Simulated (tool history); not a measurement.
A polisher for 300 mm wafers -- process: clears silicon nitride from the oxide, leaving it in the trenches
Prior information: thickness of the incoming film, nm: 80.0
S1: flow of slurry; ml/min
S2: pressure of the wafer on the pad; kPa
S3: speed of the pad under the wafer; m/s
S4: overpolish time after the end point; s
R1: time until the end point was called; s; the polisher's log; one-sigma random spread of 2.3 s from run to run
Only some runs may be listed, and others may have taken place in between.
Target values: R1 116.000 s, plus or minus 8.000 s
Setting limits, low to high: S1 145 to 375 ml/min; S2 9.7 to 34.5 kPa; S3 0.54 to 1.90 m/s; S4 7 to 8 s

run	day	S1	S2	S3	S4	R1
1	0.000	240	22.1	1.22	8	81.078
2	0.321	240	17.9	1.22	8	91.231
3	0.525	240	16.5	1.20	8	103.870
4	0.696	240	22.1	1.20	8	79.232
5	0.775	240	20.7	1.18	8	86.016
6	0.908	240	20.7	1.18	7	83.799
7	1.029	240	19.3	1.16	7	93.281
8	1.362	240	18.6	1.16	7	98.218
9	1.504	240	17.9	1.16	7	102.240
10	1.658	240	17.2	1.16	7	101.390
11	2.029	240	16.5	1.16	7	107.820

5 candidate next runs follow, results not yet known. Just one meets every target within its allowed miss. Identify it.
A	2.400	235	18.6	1.14	8	?
B	2.400	205	17.2	1.28	7	?
C	2.400	250	26.9	0.78	7	?
D	2.400	230	17.2	1.02	8	?
E	2.400	215	17.9	1.16	7	?

move	R1
A	97.675
B	95.509
C	98.844
D	117.110
E	100.650
A: further off than the last run
B: further off than the last run
C: further off than the last run
D: all results in spec
E: further off than the last run
D meets every target.
